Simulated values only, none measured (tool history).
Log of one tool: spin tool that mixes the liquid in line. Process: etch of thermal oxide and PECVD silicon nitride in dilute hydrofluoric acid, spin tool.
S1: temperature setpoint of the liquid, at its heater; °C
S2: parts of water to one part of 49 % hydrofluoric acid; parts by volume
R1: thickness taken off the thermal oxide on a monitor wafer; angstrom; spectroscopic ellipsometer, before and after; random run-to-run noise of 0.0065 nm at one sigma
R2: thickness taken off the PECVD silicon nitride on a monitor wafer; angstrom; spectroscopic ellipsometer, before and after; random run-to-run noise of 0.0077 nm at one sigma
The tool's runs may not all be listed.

Run 1, hour 0.0: S1 24.0 °C, S2 175 parts by volume, time under the liquid (s) 180. Result: R1 45.965 angstrom, R2 17.7330 angstrom.
Run 2, hour 3.2: S1 24.0 °C, S2 175 parts by volume, time under the liquid (s) 240. Result: R1 61.293 angstrom, R2 21.8380 angstrom.
Run 3, hour 8.5: S1 22.0 °C, S2 215 parts by volume, time under the liquid (s) 225. Result: R1 41.680 angstrom, R2 15.2870 angstrom.
Run 4, hour 14.0: S1 20.5 °C, S2 245 parts by volume, time under the liquid (s) 210. Result: R1 31.376 angstrom, R2 11.2480 angstrom.
Run 5, hour 20.9: S1 20.5 °C, S2 290 parts by volume, time under the liquid (s) 210. Result: R1 25.256 angstrom, R2 9.6743 angstrom.
Run 6, hour 27.9: S1 19.5 °C, S2 295 parts by volume, time under the liquid (s) 190. Result: R1 21.727 angstrom, R2 8.1095 angstrom.
Run 7, hour 35.9: S1 19.0 °C, S2 300 parts by volume, time under the liquid (s) 170. Result: R1 18.683 angstrom, R2 6.9038 angstrom.
Run 8, hour 43.0: S1 18.5 °C, S2 300 parts by volume, time under the liquid (s) 160. Result: R1 17.240 angstrom, R2 6.2566 angstrom.

The next listed run, before its measurement:
Run 9, hour 50.3: S1 18.0 °C, S2 300 parts by volume, time under the liquid (s) 150. Result: R1 ?, R2 ?.

R1: 15.851 angstrom
R2: 5.9051 angstrom
